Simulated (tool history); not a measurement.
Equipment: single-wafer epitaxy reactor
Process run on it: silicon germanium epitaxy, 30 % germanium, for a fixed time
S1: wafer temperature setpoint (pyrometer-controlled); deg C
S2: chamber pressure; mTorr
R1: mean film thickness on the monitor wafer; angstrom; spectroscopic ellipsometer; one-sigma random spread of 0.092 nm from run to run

run 1 day=0 | S1=590 S2=18600 | R1=444.41
run 2 day=0.183 | S1=596 S2=18600 | R1=504.39
run 3 day=0.225 | S1=596 S2=20000 | R1=516.22
run 4 day=0.342 | S1=593 S2=20000 | R1=481.57
run 5 day=0.546 | S1=591 S2=20000 | R1=461.86
run 6 day=0.867 | S1=590 S2=20000 | R1=453.04
run 7 day=0.979 | S1=589 S2=20000 | R1=443.82
run 8 day=1.033 | S1=588 S2=20000 | R1=434.54
run 9 day=1.167 | S1=587 S2=20000 | R1=422.63

Run 10 has not been measured yet. What should we expect?
run 10 day=1.458 | S1=586 S2=20000 | R1=?

R1: 415.47 angstrom

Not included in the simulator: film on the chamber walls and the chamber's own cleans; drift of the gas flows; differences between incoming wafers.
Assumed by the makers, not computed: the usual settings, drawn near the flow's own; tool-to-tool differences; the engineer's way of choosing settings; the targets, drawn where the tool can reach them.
